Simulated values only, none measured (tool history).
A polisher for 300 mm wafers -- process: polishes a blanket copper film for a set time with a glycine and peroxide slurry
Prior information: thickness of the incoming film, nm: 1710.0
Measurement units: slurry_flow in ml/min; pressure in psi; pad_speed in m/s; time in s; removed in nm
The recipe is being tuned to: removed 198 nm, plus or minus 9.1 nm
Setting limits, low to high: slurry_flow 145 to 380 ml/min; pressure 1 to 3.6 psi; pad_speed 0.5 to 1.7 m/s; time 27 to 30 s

Run 1, hour 0: slurry_flow 245 ml/min, pressure 2.3 psi, pad_speed 1.1 m/s, time 30 s. Result: removed 136.15 nm.
Run 2, hour 2.6: slurry_flow 245 ml/min, pressure 2.3 psi, pad_speed 0.9 m/s, time 30 s. Result: removed 121.43 nm.
Run 3, hour 10.5: slurry_flow 245 ml/min, pressure 2.3 psi, pad_speed 0.7 m/s, time 30 s. Result: removed 107.69 nm.
Run 4, hour 11.7: slurry_flow 250 ml/min, pressure 2.7 psi, pad_speed 0.78 m/s, time 30 s. Result: removed 130.76 nm.
Run 5, hour 16.7: slurry_flow 250 ml/min, pressure 2.2 psi, pad_speed 0.78 m/s, time 30 s. Result: removed 113.22 nm.
Run 6, hour 24: slurry_flow 250 ml/min, pressure 2.2 psi, pad_speed 0.9 m/s, time 30 s. Result: removed 117.44 nm.
Run 7, hour 24.9: slurry_flow 250 ml/min, pressure 2.6 psi, pad_speed 0.94 m/s, time 30 s. Result: removed 137.24 nm.
Run 8, hour 32.7: slurry_flow 250 ml/min, pressure 2.9 psi, pad_speed 0.98 m/s, time 30 s. Result: removed 151.01 nm.
Run 9, hour 36.4: slurry_flow 255 ml/min, pressure 3.1 psi, pad_speed 1.02 m/s, time 30 s. Result: removed 167.84 nm.

Next run, 5 choices. One meets every target within its allowed miss, the rest don't. Which?
Run A, hour 40.1: slurry_flow 370 ml/min, pressure 2.3 psi, pad_speed 1.12 m/s, time 29 s. Result: removed ?.
Run B, hour 40.1: slurry_flow 245 ml/min, pressure 3.6 psi, pad_speed 1.26 m/s, time 30 s. Result: removed ?.
Run C, hour 40.1: slurry_flow 325 ml/min, pressure 3.4 psi, pad_speed 1.12 m/s, time 30 s. Result: removed ?.
Run D, hour 40.1: slurry_flow 255 ml/min, pressure 2.9 psi, pad_speed 1.18 m/s, time 27 s. Result: removed ?.
Run E, hour 40.1: slurry_flow 235 ml/min, pressure 3.6 psi, pad_speed 1.36 m/s, time 29 s. Result: removed ?.

move  removed
   A   138.36
   B   215.21
   C   196.63
   D   155.28
   E   216.93
A: misses by more than the last run did
B: carries the result that was furthest off beyond its target, to the other side
C: each result inside its tolerance
D: misses by more than the last run did
E: carries the result that was furthest off beyond its target, to the other side
C is the move that brings every result within its allowed miss.
